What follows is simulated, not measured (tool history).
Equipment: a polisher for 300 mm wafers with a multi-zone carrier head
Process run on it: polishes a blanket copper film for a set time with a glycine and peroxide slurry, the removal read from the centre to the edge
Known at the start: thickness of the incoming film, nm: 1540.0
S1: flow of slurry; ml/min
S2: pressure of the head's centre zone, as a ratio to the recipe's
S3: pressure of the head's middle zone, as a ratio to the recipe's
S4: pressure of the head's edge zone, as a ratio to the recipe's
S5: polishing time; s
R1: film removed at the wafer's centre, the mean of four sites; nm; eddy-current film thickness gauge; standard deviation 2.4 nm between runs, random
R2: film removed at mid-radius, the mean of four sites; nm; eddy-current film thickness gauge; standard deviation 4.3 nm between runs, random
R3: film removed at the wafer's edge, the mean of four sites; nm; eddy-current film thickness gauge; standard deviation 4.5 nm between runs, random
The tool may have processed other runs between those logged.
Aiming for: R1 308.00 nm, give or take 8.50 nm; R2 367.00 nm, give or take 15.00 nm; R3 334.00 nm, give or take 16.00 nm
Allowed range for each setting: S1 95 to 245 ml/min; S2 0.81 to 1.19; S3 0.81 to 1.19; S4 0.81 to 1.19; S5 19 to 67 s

Run 1, hour 0.0: S1 155 ml/min, S2 1.00, S3 1.00, S4 1.00, S5 43 s. Result: R1 305.94 nm, R2 306.97 nm, R3 301.72 nm.
Run 2, hour 6.6: S1 155 ml/min, S2 0.93, S3 1.00, S4 1.00, S5 43 s. Result: R1 287.91 nm, R2 310.33 nm, R3 305.79 nm.
Run 3, hour 13.8: S1 155 ml/min, S2 1.01, S3 1.00, S4 1.00, S5 43 s. Result: R1 312.94 nm, R2 294.70 nm, R3 306.59 nm.
Run 4, hour 18.0: S1 160 ml/min, S2 1.00, S3 1.01, S4 1.01, S5 43 s. Result: R1 309.99 nm, R2 301.06 nm, R3 297.57 nm.
Run 5, hour 24.7: S1 160 ml/min, S2 1.08, S3 1.01, S4 1.01, S5 43 s. Result: R1 334.47 nm, R2 304.24 nm, R3 303.34 nm.
Run 6, hour 27.1: S1 155 ml/min, S2 1.06, S3 1.02, S4 1.02, S5 43 s. Result: R1 328.27 nm, R2 304.44 nm, R3 306.09 nm.
Run 7, hour 33.2: S1 155 ml/min, S2 1.05, S3 1.04, S4 1.03, S5 43 s. Result: R1 322.70 nm, R2 319.79 nm, R3 308.24 nm.
Run 8, hour 40.2: S1 155 ml/min, S2 1.04, S3 1.05, S4 1.04, S5 43 s. Result: R1 320.84 nm, R2 314.87 nm, R3 310.95 nm.
Run 9, hour 42.9: S1 155 ml/min, S2 1.03, S3 1.06, S4 1.04, S5 43 s. Result: R1 312.72 nm, R2 321.46 nm, R3 316.88 nm.
Run 10, hour 48.4: S1 155 ml/min, S2 1.03, S3 1.07, S4 1.04, S5 43 s. Result: R1 316.01 nm, R2 319.48 nm, R3 305.21 nm.
Run 11, hour 56.6: S1 165 ml/min, S2 0.93, S3 1.15, S4 1.12, S5 47 s. Result: R1 317.78 nm, R2 380.43 nm, R3 351.02 nm.
Run 12, hour 64.3: S1 165 ml/min, S2 0.93, S3 1.15, S4 1.11, S5 47 s. Result: R1 318.35 nm, R2 376.79 nm, R3 357.82 nm.
Run 13, hour 69.0: S1 165 ml/min, S2 0.93, S3 1.15, S4 1.10, S5 47 s. Result: R1 318.58 nm, R2 374.85 nm, R3 342.82 nm.

Of the 4 settings listed for the next run, only one would bring every result within its allowed miss of target. Which one?
Run A, hour 73.7: S1 215 ml/min, S2 0.92, S3 1.16, S4 1.10, S5 44 s. Result: R1 ?, R2 ?, R3 ?.
Run B, hour 73.7: S1 150 ml/min, S2 0.93, S3 1.06, S4 1.18, S5 49 s. Result: R1 ?, R2 ?, R3 ?.
Run C, hour 73.7: S1 165 ml/min, S2 0.96, S3 1.09, S4 1.07, S5 47 s. Result: R1 ?, R2 ?, R3 ?.
Run D, hour 73.7: S1 195 ml/min, S2 0.97, S3 1.15, S4 1.18, S5 46 s. Result: R1 ?, R2 ?, R3 ?.

move      R1      R2      R3
   A  309.52  367.48  335.24
   B  324.34  355.67  368.50
   C  327.46  356.15  342.80
   D  334.39  375.66  357.97
A: hits every target within its allowed miss
B: its largest miss is bigger than the last run's
C: its largest miss is bigger than the last run's
D: its largest miss is bigger than the last run's
Correct choice: A, which meets every target

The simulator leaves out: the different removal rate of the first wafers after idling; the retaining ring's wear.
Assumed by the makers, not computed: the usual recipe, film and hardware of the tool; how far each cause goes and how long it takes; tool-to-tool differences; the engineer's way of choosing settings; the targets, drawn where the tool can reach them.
